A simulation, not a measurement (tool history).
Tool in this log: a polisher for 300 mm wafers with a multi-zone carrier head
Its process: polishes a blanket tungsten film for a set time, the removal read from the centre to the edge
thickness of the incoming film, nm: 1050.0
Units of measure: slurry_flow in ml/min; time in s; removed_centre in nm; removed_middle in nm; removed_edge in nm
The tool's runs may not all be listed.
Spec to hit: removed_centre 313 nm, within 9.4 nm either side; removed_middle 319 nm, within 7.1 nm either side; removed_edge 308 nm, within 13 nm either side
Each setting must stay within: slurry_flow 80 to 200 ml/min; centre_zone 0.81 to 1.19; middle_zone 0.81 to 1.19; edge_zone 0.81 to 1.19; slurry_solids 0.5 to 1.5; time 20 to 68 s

Run 1, hour 0: slurry_flow 130 ml/min, centre_zone 1, middle_zone 1, edge_zone 1, slurry_solids 1, time 44 s. Result: removed_centre 247.51 nm, removed_middle 239.53 nm, removed_edge 243.47 nm.
Run 2, hour 7.4: slurry_flow 130 ml/min, centre_zone 0.94, middle_zone 1, edge_zone 1, slurry_solids 1, time 44 s. Result: removed_centre 235.09 nm, removed_middle 239.67 nm, removed_edge 247.4 nm.
Run 3, hour 14: slurry_flow 130 ml/min, centre_zone 1.03, middle_zone 1, edge_zone 1, slurry_solids 1, time 44 s. Result: removed_centre 257.39 nm, removed_middle 241.44 nm, removed_edge 242.89 nm.
Run 4, hour 17: slurry_flow 140 ml/min, centre_zone 1.03, middle_zone 1.03, edge_zone 1.04, slurry_solids 1.1, time 44 s. Result: removed_centre 265.46 nm, removed_middle 255.11 nm, removed_edge 257.23 nm.
Run 5, hour 25.9: slurry_flow 150 ml/min, centre_zone 1.04, middle_zone 1.06, edge_zone 1.07, slurry_solids 1.15, time 44 s. Result: removed_centre 270.78 nm, removed_middle 265.94 nm, removed_edge 265.62 nm.
Run 6, hour 26.5: slurry_flow 150 ml/min, centre_zone 1.01, middle_zone 1.06, edge_zone 1.07, slurry_solids 1.15, time 44 s. Result: removed_centre 263.76 nm, removed_middle 264.62 nm, removed_edge 265.69 nm.
Run 7, hour 28.1: slurry_flow 160 ml/min, centre_zone 1.03, middle_zone 1.08, edge_zone 1.09, slurry_solids 1.25, time 44 s. Result: removed_centre 278.08 nm, removed_middle 277.62 nm, removed_edge 273.73 nm.
Run 8, hour 29.3: slurry_flow 165 ml/min, centre_zone 1.04, middle_zone 1.1, edge_zone 1.11, slurry_solids 1.3, time 44 s. Result: removed_centre 284.79 nm, removed_middle 285.41 nm, removed_edge 281.71 nm.
Run 9, hour 32.9: slurry_flow 170 ml/min, centre_zone 1.05, middle_zone 1.12, edge_zone 1.13, slurry_solids 1.35, time 44 s. Result: removed_centre 293.43 nm, removed_middle 296.09 nm, removed_edge 286.79 nm.
Run 10, hour 37.7: slurry_flow 175 ml/min, centre_zone 1.05, middle_zone 1.13, edge_zone 1.14, slurry_solids 1.4, time 44 s. Result: removed_centre 297.24 nm, removed_middle 302.51 nm, removed_edge 291.29 nm.
Run 11, hour 39.9: slurry_flow 180 ml/min, centre_zone 1.05, middle_zone 1.13, edge_zone 1.15, slurry_solids 1.4, time 44 s. Result: removed_centre 299 nm, removed_middle 300.77 nm, removed_edge 291.76 nm.
Run 12, hour 47.7: slurry_flow 180 ml/min, centre_zone 1.05, middle_zone 1.14, edge_zone 1.16, slurry_solids 1.45, time 44 s. Result: removed_centre 295.67 nm, removed_middle 305.16 nm, removed_edge 296.92 nm.
Run 13, hour 49.9: slurry_flow 185 ml/min, centre_zone 1.06, middle_zone 1.14, edge_zone 1.16, slurry_solids 1.45, time 44 s. Result: removed_centre 306.74 nm, removed_middle 305.24 nm, removed_edge 299.81 nm.
Run 14, hour 55.5: slurry_flow 185 ml/min, centre_zone 1.06, middle_zone 1.15, edge_zone 1.16, slurry_solids 1.45, time 44 s. Result: removed_centre 304.92 nm, removed_middle 308.98 nm, removed_edge 289.5 nm.
Run 15, hour 56.4: slurry_flow 185 ml/min, centre_zone 1.06, middle_zone 1.15, edge_zone 1.17, slurry_solids 1.45, time 44 s. Result: removed_centre 305.64 nm, removed_middle 309.67 nm, removed_edge 302.37 nm.

Exercise: of the 5 proposed moves below, exactly one satisfies all targets within the stated allowed misses. Which move is it?
Run A, hour 57.3: slurry_flow 185 ml/min, centre_zone 1.05, middle_zone 1.17, edge_zone 1.11, slurry_solids 1.4, time 43 s. Result: removed_centre ?, removed_middle ?, removed_edge ?.
Run B, hour 57.3: slurry_flow 155 ml/min, centre_zone 1.08, middle_zone 1.16, edge_zone 1.16, slurry_solids 1.35, time 47 s. Result: removed_centre ?, removed_middle ?, removed_edge ?.
Run C, hour 57.3: slurry_flow 200 ml/min, centre_zone 1.1, middle_zone 1.1, edge_zone 1.1, slurry_solids 1.4, time 47 s. Result: removed_centre ?, removed_middle ?, removed_edge ?.
Run D, hour 57.3: slurry_flow 195 ml/min, centre_zone 1.15, middle_zone 1.17, edge_zone 1.17, slurry_solids 1.5, time 41 s. Result: removed_centre ?, removed_middle ?, removed_edge ?.
Run E, hour 57.3: slurry_flow 190 ml/min, centre_zone 1.13, middle_zone 1.16, edge_zone 1.19, slurry_solids 1.45, time 45 s. Result: removed_centre ?, removed_middle ?, removed_edge ?.

move  removed_centre  removed_middle  removed_edge
   A          292.63          305.79        288.23
   B          316.56           320.2        313.49
   C          339.17          320.38        316.43
   D             313             298        288.19
   E          333.66          321.12        315.98
A: the biggest miss grows against the last run
B: hits every target within its allowed miss
C: corrects the largest miss of the last run, while another result sits out of spec
D: the biggest miss grows against the last run
E: corrects the largest miss of the last run, while another result sits out of spec
So the answer is move B, the one that meets all the targets.

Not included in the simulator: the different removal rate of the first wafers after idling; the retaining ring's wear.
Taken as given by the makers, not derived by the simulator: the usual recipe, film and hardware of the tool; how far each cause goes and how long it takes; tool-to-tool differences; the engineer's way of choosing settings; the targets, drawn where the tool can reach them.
